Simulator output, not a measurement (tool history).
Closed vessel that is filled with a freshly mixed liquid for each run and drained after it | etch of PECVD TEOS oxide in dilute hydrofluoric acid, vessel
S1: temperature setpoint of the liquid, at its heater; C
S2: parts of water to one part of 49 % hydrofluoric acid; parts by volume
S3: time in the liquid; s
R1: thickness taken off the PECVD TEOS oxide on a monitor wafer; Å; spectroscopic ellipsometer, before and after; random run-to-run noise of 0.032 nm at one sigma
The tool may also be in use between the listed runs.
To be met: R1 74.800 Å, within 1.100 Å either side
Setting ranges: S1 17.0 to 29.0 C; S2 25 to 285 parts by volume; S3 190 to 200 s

run  hour    S1   S2   S3       R1
  1   0.0  21.0  155  190  124.540
  2   7.5  21.0  155  190  125.140
  3   8.6  20.5  165  190  114.520
  4  13.4  20.0  170  190  108.330
  5  14.3  20.0  210  190   83.346
  6  18.1  19.5  210  190   81.994
  7  22.4  19.0  210  190   80.373
  8  26.3  19.0  210  190   80.793
  9  31.9  18.5  210  190   79.577
     38.8  -- hydrofluoric acid flow meter replaced
 10  38.8  17.5  210  190   84.674
 11  41.3  19.5  230  190   82.287
 12  50.3  17.5  230  190   76.429

Exercise: of the 4 proposed moves below, exactly one satisfies all targets within the stated allowed misses. Which move is it?
  A  59.3  17.0  235  195   ?
  B  59.3  17.0  230  195   ?
  C  59.3  19.0  245  195   ?
  D  59.3  17.0  235  200   ?

move      R1
   A  74.650
   B  76.611
   C  76.658
   D  76.564
A: hits every target within its allowed miss
B: moves away from the targets compared with the last run
C: moves away from the targets compared with the last run
D: moves away from the targets compared with the last run
The move that meets every target is A.

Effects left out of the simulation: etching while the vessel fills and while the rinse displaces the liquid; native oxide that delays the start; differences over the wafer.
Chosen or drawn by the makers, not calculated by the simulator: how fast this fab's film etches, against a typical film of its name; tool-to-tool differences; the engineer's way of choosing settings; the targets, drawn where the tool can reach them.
